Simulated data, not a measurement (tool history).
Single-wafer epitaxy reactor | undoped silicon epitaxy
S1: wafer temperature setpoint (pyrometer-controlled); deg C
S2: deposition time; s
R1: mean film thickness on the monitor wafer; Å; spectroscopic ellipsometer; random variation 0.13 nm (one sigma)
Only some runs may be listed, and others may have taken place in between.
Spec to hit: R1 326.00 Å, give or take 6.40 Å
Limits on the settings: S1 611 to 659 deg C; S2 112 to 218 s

Run 1, hour 0.0: S1 635 deg C, S2 165 s. Result: R1 201.78 Å.
Run 2, hour 6.6: S1 635 deg C, S2 154 s. Result: R1 190.72 Å.
Run 3, hour 12.5: S1 638 deg C, S2 154 s. Result: R1 205.28 Å.
Run 4, hour 18.2: S1 640 deg C, S2 154 s. Result: R1 217.25 Å.
Run 5, hour 19.7: S1 640 deg C, S2 177 s. Result: R1 248.30 Å.
Run 6, hour 26.9: S1 640 deg C, S2 185 s. Result: R1 259.36 Å.
Run 7, hour 30.6: S1 641 deg C, S2 185 s. Result: R1 265.07 Å.
Run 8, hour 35.8: S1 642 deg C, S2 185 s. Result: R1 273.58 Å.
Run 9, hour 43.8: S1 643 deg C, S2 185 s. Result: R1 279.22 Å.

Which of these 5 next moves meets every target?
Run A, hour 51.8: S1 638 deg C, S2 187 s. Result: R1 ?.
Run B, hour 51.8: S1 638 deg C, S2 163 s. Result: R1 ?.
Run C, hour 51.8: S1 652 deg C, S2 178 s. Result: R1 ?.
Run D, hour 51.8: S1 648 deg C, S2 190 s. Result: R1 ?.
Run E, hour 51.8: S1 644 deg C, S2 218 s. Result: R1 ?.

move      R1
   A  249.34
   B  217.34
   C  336.97
   D  325.81
   E  338.29
A: the biggest miss grows against the last run
B: the biggest miss grows against the last run
C: takes the result that was furthest off past its target
D: every result lands within tolerance
E: takes the result that was furthest off past its target
The move that meets every target is D.
